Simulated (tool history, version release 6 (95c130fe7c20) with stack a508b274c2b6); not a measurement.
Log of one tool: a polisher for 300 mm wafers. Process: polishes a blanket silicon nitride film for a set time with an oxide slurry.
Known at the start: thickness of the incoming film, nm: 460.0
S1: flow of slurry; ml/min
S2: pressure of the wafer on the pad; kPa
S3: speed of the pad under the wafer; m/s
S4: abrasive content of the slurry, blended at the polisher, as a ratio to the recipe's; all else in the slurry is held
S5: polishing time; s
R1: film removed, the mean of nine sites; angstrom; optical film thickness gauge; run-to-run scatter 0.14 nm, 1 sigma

| run | hour | S1 | S2 | S3 | S4 | S5 | R1 |
|---|---|---|---|---|---|---|---|
| 1 | 0 | 240 | 31 | 1.34 | 1 | 40 | 389.92 |
| 2 | 6.8 | 240 | 31 | 1.34 | 1 | 35 | 340.34 |
| 3 | 9.3 | 240 | 29.6 | 1.34 | 1 | 35 | 327.7 |
| 4 | 16 | 240 | 28.3 | 1.34 | 1 | 35 | 324.84 |
| 5 | 19.1 | 240 | 26.2 | 1.34 | 1 | 35 | 310.11 |
| 6 | 24.4 | 240 | 20 | 1.34 | 1 | 35 | 265.87 |

Estimate the outcome of run 7 from the log above:
| 7 | 27.7 | 240 | 19.3 | 1.32 | 1 | 35 | ? |

Run 7 produced R1 259.46 angstrom.
